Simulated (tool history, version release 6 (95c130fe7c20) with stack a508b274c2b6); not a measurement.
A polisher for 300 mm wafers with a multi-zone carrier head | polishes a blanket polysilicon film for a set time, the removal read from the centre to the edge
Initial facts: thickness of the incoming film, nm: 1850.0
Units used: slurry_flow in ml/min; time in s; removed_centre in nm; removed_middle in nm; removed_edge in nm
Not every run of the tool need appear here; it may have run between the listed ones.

run    day  slurry_flow  centre_zone  middle_zone  edge_zone  time  removed_centre  removed_middle  removed_edge
  1      0          200            1            1          1    42          218.84          219.03        221.54
  2   0.15          200         0.93            1          1    42           203.6          219.58        219.52
  3  0.254          200         0.95         0.99       1.04    45          223.33          228.54        241.25
  4  0.354          200         0.95         0.99       1.11    45          223.96          230.45        249.02
  5   0.45          200         0.95         0.99       1.11    51          253.71          265.07        287.87
  6  0.642          200         0.95         0.99       1.11    58          290.69          301.38        322.16
  7  0.704          200         0.96         0.97       1.12    58          287.06          293.16        322.22
  8  1.029          200         0.97         0.96       1.13    58          294.09          292.88           330
  9    1.4          200         0.98         0.95       1.13    58          295.62           290.6        331.14

What will run 10 give?
 10  1.538          200         0.98         0.95       1.13    58               ?               ?             ?

Run 10 came out at removed_centre 296.2 nm, removed_middle 290.92 nm, removed_edge 329.02 nm.
